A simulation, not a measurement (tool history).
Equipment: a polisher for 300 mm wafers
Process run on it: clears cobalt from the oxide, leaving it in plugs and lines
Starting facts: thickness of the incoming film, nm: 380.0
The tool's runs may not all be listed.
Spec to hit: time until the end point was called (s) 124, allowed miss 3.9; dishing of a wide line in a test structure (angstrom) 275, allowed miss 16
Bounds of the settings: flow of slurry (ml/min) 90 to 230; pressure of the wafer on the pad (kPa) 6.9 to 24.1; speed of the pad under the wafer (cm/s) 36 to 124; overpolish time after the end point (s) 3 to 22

run	hour	flow of slurry (ml/min)	pressure of the wafer on the pad (kPa)	speed of the pad under the wafer (cm/s)	overpolish time after the end point (s)	time until the end point was called (s)	dishing of a wide line in a test structure (angstrom)
1	0	150	15.2	80	11	89.428	310.26
2	6.7	150	15.2	80	14	88.575	359.22
3	12.4	145	13.8	80	14	95.698	341.79
4	13.1	145	12.4	80	14	102.86	328.31
5	22	145	11.7	80	14	107.86	312.82
6	26.4	145	11.7	74	14	114.54	304.21
# hour 30: worn pad replaced by a new one
7	30	140	11	74	14	113.5	305.88
8	38	145	10.3	74	14	116.22	303.51
9	45.5	140	10.3	74	14	118.81	297.43

Exercise: of the 5 proposed moves below, exactly one satisfies all targets within the stated allowed misses. Which move is it?
A	53	140	9	84	15	?	?
B	53	145	10.3	70	13	?	?
C	53	170	12.4	64	13	?	?
D	53	145	11	74	18	?	?
E	53	170	10.3	74	14	?	?

move	time until the end point was called (s)	dishing of a wide line in a test structure (angstrom)
A	113.58	316.6
B	122.97	272.71
C	115.33	285.08
D	111.72	357.43
E	113.21	303.42
A: moves away from the targets compared with the last run
B: every result within its allowed miss
C: the furthest-off result lands on target, but another misses its tolerance
D: moves away from the targets compared with the last run
E: moves away from the targets compared with the last run
So the answer is move B, the one that meets all the targets.
